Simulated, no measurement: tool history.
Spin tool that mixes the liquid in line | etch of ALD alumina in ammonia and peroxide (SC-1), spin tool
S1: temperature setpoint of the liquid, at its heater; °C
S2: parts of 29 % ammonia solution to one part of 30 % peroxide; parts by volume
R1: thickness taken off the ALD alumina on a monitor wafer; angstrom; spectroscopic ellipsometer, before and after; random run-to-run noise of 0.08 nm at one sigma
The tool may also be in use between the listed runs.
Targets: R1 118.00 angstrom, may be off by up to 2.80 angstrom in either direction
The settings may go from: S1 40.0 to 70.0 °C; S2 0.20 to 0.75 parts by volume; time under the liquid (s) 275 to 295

Run 1, hour 0.0: S1 56.0 °C, S2 0.45 parts by volume, time under the liquid (s) 275. Result: R1 185.75 angstrom.
Run 2, hour 1.0: S1 53.5 °C, S2 0.45 parts by volume, time under the liquid (s) 275. Result: R1 163.06 angstrom.
Run 3, hour 7.5: S1 51.5 °C, S2 0.45 parts by volume, time under the liquid (s) 275. Result: R1 145.54 angstrom.
Run 4, hour 14.5: S1 51.5 °C, S2 0.40 parts by volume, time under the liquid (s) 275. Result: R1 143.52 angstrom.
Run 5, hour 20.6: S1 55.0 °C, S2 0.40 parts by volume, time under the liquid (s) 275. Result: R1 176.96 angstrom.
Run 6, hour 27.5: S1 61.0 °C, S2 0.40 parts by volume, time under the liquid (s) 275. Result: R1 242.30 angstrom.
At hour 32.2: heated supply line repaired.
Run 7, hour 32.2: S1 57.0 °C, S2 0.40 parts by volume, time under the liquid (s) 275. Result: R1 241.90 angstrom.
Run 8, hour 34.2: S1 49.0 °C, S2 0.25 parts by volume, time under the liquid (s) 275. Result: R1 149.33 angstrom.
Run 9, hour 40.5: S1 48.0 °C, S2 0.25 parts by volume, time under the liquid (s) 275. Result: R1 141.99 angstrom.
Run 10, hour 42.5: S1 47.0 °C, S2 0.25 parts by volume, time under the liquid (s) 275. Result: R1 133.75 angstrom.
Run 11, hour 45.1: S1 47.0 °C, S2 0.25 parts by volume, time under the liquid (s) 275. Result: R1 133.39 angstrom.
Run 12, hour 52.7: S1 44.0 °C, S2 0.25 parts by volume, time under the liquid (s) 275. Result: R1 113.11 angstrom.

Next run, 5 choices. One meets every target within its allowed miss, the rest don't. Which?
Run A, hour 60.3: S1 43.5 °C, S2 0.25 parts by volume, time under the liquid (s) 295. Result: R1 ?.
Run B, hour 60.3: S1 43.5 °C, S2 0.25 parts by volume, time under the liquid (s) 275. Result: R1 ?.
Run C, hour 60.3: S1 42.5 °C, S2 0.35 parts by volume, time under the liquid (s) 275. Result: R1 ?.
Run D, hour 60.3: S1 43.5 °C, S2 0.30 parts by volume, time under the liquid (s) 275. Result: R1 ?.
Run E, hour 60.3: S1 45.0 °C, S2 0.20 parts by volume, time under the liquid (s) 295. Result: R1 ?.

move      R1
   A  119.11
   B  111.04
   C  108.23
   D  112.99
   E  127.06
A: meets every target
B: its largest miss is bigger than the last run's
C: its largest miss is bigger than the last run's
D: as far off as the last run
E: takes the biggest miss from the last run beyond its target
A is the move that brings every result within its allowed miss.

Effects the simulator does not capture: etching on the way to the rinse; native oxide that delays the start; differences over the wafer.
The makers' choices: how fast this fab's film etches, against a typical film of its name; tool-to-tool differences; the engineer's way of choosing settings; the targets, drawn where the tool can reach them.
